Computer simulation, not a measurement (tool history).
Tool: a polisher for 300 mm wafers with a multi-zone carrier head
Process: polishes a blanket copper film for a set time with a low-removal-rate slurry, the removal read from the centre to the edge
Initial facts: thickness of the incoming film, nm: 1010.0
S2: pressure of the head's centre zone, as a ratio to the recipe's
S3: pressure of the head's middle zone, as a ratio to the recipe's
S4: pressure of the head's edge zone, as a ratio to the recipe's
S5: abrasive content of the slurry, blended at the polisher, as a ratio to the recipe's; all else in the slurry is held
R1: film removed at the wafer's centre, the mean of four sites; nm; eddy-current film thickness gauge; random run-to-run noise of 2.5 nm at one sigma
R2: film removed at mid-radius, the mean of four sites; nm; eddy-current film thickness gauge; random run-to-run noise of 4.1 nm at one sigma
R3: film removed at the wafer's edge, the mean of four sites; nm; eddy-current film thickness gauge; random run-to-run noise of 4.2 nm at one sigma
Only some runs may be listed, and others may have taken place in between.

Run 1, hour 0: flow of slurry (ml/min) 255, S2 1, S3 1, S4 1, S5 1, polishing time (s) 69. Result: R1 239.96 nm, R2 245.98 nm, R3 245.09 nm.
Run 2, hour 8.3: flow of slurry (ml/min) 255, S2 0.98, S3 1.01, S4 1.02, S5 1.05, polishing time (s) 71. Result: R1 245.3 nm, R2 255.93 nm, R3 256.55 nm.
Run 3, hour 12.9: flow of slurry (ml/min) 290, S2 0.98, S3 1.01, S4 1.02, S5 1.05, polishing time (s) 71. Result: R1 251.17 nm, R2 258.24 nm, R3 260.03 nm.
Run 4, hour 14.2: flow of slurry (ml/min) 285, S2 0.96, S3 1.02, S4 1.04, S5 1.1, polishing time (s) 73. Result: R1 257.68 nm, R2 270.07 nm, R3 275.47 nm.
Run 5, hour 21.6: flow of slurry (ml/min) 285, S2 0.96, S3 1.07, S4 1.04, S5 1.1, polishing time (s) 73. Result: R1 252.82 nm, R2 282.42 nm, R3 273.95 nm.
Run 6, hour 24.8: flow of slurry (ml/min) 285, S2 0.95, S3 1.08, S4 1.06, S5 1.15, polishing time (s) 74. Result: R1 258.22 nm, R2 293.51 nm, R3 279.23 nm.
Run 7, hour 26.3: flow of slurry (ml/min) 290, S2 0.93, S3 1.08, S4 1.08, S5 1.2, polishing time (s) 75. Result: R1 258.28 nm, R2 302.61 nm, R3 292.64 nm.

Run 8 comes next. What will it give?
Run 8, hour 33.6: flow of slurry (ml/min) 290, S2 0.93, S3 1.08, S4 1.08, S5 1.2, polishing time (s) 75. Result: R1 ?, R2 ?, R3 ?.

R1: 259.06 nm
R2: 301.09 nm
R3: 290.93 nm
